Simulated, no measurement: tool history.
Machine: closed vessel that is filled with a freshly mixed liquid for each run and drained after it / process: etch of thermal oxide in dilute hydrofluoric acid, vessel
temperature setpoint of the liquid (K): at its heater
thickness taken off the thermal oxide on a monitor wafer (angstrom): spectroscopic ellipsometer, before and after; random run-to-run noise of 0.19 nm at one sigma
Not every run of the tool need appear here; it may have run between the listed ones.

| run | day | temperature setpoint of the liquid (K) | parts of water to one part of 49 % hydrofluoric acid (parts by volume) | time in the liquid (s) | thickness taken off the thermal oxide on a monitor wafer (angstrom) |
|---|---|---|---|---|---|
| 1 | 0.000 | 297.15 | 45 | 225 | 266.45 |
| 2 | 0.046 | 295.15 | 45 | 225 | 247.10 |
| 3 | 0.175 | 295.15 | 45 | 225 | 248.36 |
| 4 | 0.250 | 295.15 | 35 | 225 | 317.95 |
| 5 | 0.583 | 295.15 | 35 | 225 | 313.87 |
| 6 | 0.892 | 292.65 | 35 | 225 | 290.29 |

Run 7 comes next. What will it give?
| 7 | 1.112 | 290.15 | 50 | 225 | ? |

thickness taken off the thermal oxide on a monitor wafer (angstrom): 178.45

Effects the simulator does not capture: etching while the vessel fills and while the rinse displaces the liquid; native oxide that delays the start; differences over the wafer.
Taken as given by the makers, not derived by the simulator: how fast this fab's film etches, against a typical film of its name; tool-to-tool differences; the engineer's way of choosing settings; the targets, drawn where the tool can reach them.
